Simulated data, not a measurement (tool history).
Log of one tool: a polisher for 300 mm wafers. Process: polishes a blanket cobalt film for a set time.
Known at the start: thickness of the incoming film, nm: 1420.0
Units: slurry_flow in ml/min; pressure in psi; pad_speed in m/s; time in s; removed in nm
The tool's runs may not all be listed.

run,day,slurry_flow,pressure,pad_speed,time,removed
1,0,175,1.5,1.12,78,377.78
2,0.071,195,1.5,1.12,78,372.02
3,0.342,195,1.5,1.36,78,463.36
4,0.388,170,1.5,1.36,78,455.12
5,0.546,150,1.5,1.36,78,439.55
6,0.617,150,1.4,1.36,78,412.77
7,0.8,150,1.3,1.36,78,396.63
8,0.929,150,1.2,1.34,78,363.97

Forecast run 9:
9,1.067,150,1.1,1.34,78,?

removed: 335.23 nm
